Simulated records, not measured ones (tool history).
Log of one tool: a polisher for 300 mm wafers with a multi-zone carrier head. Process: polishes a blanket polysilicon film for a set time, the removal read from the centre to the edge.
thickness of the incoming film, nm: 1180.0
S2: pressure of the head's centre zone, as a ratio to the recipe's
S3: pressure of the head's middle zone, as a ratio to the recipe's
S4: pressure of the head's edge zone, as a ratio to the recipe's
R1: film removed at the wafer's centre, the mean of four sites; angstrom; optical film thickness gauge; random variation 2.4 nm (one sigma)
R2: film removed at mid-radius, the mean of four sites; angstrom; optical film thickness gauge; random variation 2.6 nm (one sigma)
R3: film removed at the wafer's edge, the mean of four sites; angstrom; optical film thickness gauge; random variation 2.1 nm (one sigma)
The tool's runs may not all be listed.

{"run": 1, "day": 0.0, "flow of slurry (ml/min)": 125, "S2": 1.0, "S3": 1.0, "S4": 1.0, "polishing time (s)": 60, "R1": 3198.9, "R2": 3270.3, "R3": 3268.5}
{"run": 2, "day": 0.142, "flow of slurry (ml/min)": 125, "S2": 1.0, "S3": 0.96, "S4": 1.0, "polishing time (s)": 60, "R1": 3080.9, "R2": 3132.2, "R3": 3287.5}
{"run": 3, "day": 0.442, "flow of slurry (ml/min)": 125, "S2": 1.0, "S3": 0.96, "S4": 1.0, "polishing time (s)": 71, "R1": 3657.8, "R2": 3780.4, "R3": 3874.5}
{"run": 4, "day": 0.529, "flow of slurry (ml/min)": 120, "S2": 0.98, "S3": 0.96, "S4": 0.97, "polishing time (s)": 63, "R1": 3184.5, "R2": 3381.7, "R3": 3366.4}
{"run": 5, "day": 0.596, "flow of slurry (ml/min)": 115, "S2": 0.98, "S3": 0.95, "S4": 0.95, "polishing time (s)": 56, "R1": 2799.9, "R2": 2882.2, "R3": 2968.5}
{"run": 6, "day": 0.642, "flow of slurry (ml/min)": 140, "S2": 0.98, "S3": 0.95, "S4": 0.95, "polishing time (s)": 56, "R1": 2935.7, "R2": 3111.8, "R3": 3019.4}
{"run": 7, "day": 0.825, "flow of slurry (ml/min)": 140, "S2": 0.98, "S3": 0.95, "S4": 0.95, "polishing time (s)": 56, "R1": 2953.2, "R2": 2968.2, "R3": 3009.9}
{"run": 8, "day": 0.85, "flow of slurry (ml/min)": 105, "S2": 0.91, "S3": 0.91, "S4": 0.85, "polishing time (s)": 39, "R1": 1726.9, "R2": 1882.1, "R3": 1867.7}
{"run": 9, "day": 0.908, "flow of slurry (ml/min)": 110, "S2": 0.91, "S3": 0.91, "S4": 0.86, "polishing time (s)": 39, "R1": 1811.0, "R2": 1952.2, "R3": 1911.3}

The next listed run, before its measurement:
{"run": 10, "day": 0.967, "flow of slurry (ml/min)": 115, "S2": 0.9, "S3": 0.88, "S4": 0.91, "polishing time (s)": 39, "R1": "?", "R2": "?", "R3": "?"}

{"run 10": {"R1": 1794.7, "R2": 1872.3, "R3": 2001.9}}
